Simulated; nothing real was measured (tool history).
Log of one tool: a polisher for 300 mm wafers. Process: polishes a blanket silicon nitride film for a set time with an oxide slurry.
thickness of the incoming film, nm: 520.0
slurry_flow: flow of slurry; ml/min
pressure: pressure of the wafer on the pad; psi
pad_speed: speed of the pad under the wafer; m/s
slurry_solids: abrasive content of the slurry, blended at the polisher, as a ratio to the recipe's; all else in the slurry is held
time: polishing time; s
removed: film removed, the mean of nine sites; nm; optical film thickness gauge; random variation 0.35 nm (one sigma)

run 1 hour=0.0 | slurry_flow=170 pressure=3.5 pad_speed=0.84 slurry_solids=1.0 time=60 | removed=35.520
run 2 hour=1.9 | slurry_flow=155 pressure=3.5 pad_speed=0.84 slurry_solids=1.0 time=60 | removed=34.536
run 3 hour=7.9 | slurry_flow=155 pressure=2.7 pad_speed=0.84 slurry_solids=1.0 time=60 | removed=28.334
run 4 hour=15.5 | slurry_flow=155 pressure=2.7 pad_speed=0.84 slurry_solids=1.0 time=54 | removed=25.693
run 5 hour=23.9 | slurry_flow=195 pressure=2.7 pad_speed=0.84 slurry_solids=1.0 time=54 | removed=26.995
run 6 hour=25.4 | slurry_flow=195 pressure=2.7 pad_speed=0.96 slurry_solids=1.0 time=54 | removed=29.200
run 7 hour=27.3 | slurry_flow=200 pressure=2.9 pad_speed=0.96 slurry_solids=1.0 time=54 | removed=31.479
run 8 hour=35.2 | slurry_flow=205 pressure=3.1 pad_speed=0.96 slurry_solids=1.0 time=54 | removed=33.074
-- hour=38.9 slurry blender recalibrated
run 9 hour=38.9 | slurry_flow=205 pressure=3.1 pad_speed=0.96 slurry_solids=1.0 time=54 | removed=34.158

The next listed run, before its measurement:
run 10 hour=43.0 | slurry_flow=210 pressure=3.2 pad_speed=0.96 slurry_solids=1.0 time=54 | removed=?

{"run 10": {"removed": 35.53}}
